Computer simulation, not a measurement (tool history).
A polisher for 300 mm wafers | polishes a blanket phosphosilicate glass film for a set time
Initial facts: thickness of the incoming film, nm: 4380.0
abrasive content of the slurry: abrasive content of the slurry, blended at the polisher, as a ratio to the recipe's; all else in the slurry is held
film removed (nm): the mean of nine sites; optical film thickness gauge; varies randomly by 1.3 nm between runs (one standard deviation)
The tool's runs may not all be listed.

run	hour	flow of slurry (ml/min)	pressure of the wafer on the pad (psi)	speed of the pad under the wafer (m/s)	abrasive content of the slurry	polishing time (s)	film removed (nm)
1	0.0	160	2.4	1.16	1.0	34	227.40
2	5.0	160	2.1	1.16	1.0	34	197.66
3	11.3	195	2.1	1.16	1.0	34	206.81
4	19.8	195	2.6	1.16	1.0	34	251.67
5	24.6	195	3.0	1.16	1.0	34	290.73
6	33.5	195	3.0	1.30	1.0	34	308.86

Run 7 has not been measured yet. What should we expect?
7	41.6	190	2.7	1.30	1.0	34	?

film removed (nm): 277.30
